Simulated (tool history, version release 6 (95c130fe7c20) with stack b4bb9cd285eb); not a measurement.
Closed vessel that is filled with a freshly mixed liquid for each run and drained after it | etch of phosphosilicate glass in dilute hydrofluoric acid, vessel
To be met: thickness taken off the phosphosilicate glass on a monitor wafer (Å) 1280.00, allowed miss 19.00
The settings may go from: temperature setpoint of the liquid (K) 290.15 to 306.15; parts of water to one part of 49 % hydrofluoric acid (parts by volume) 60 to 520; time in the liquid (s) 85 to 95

run	hour	temperature setpoint of the liquid (K)	parts of water to one part of 49 % hydrofluoric acid (parts by volume)	time in the liquid (s)	thickness taken off the phosphosilicate glass on a monitor wafer (Å)
1	0.0	298.15	290	85	473.80
2	1.7	300.15	250	85	613.16
3	8.7	300.15	250	95	680.64
4	17.0	301.65	225	95	824.98
# hour 24.4: hydrofluoric acid flow meter replaced
5	24.4	302.65	210	95	1064.40
6	33.3	302.65	210	85	949.94
7	41.2	303.65	210	85	976.85
8	43.0	304.15	205	85	1020.70

4 next moves are on the table. One of them brings every result within its allowed miss. Which?
A	44.8	306.15	210	95	?
B	44.8	304.65	190	95	?
C	44.8	303.65	185	90	?
D	44.8	304.65	235	90	?

move	thickness taken off the phosphosilicate glass on a monitor wafer (Å)
A	1181.90
B	1274.30
C	1205.50
D	922.77
A: nearer than the last run, and not there yet
B: meets every target
C: nearer than the last run, and not there yet
D: further off than the last run
Move B is the one to make.
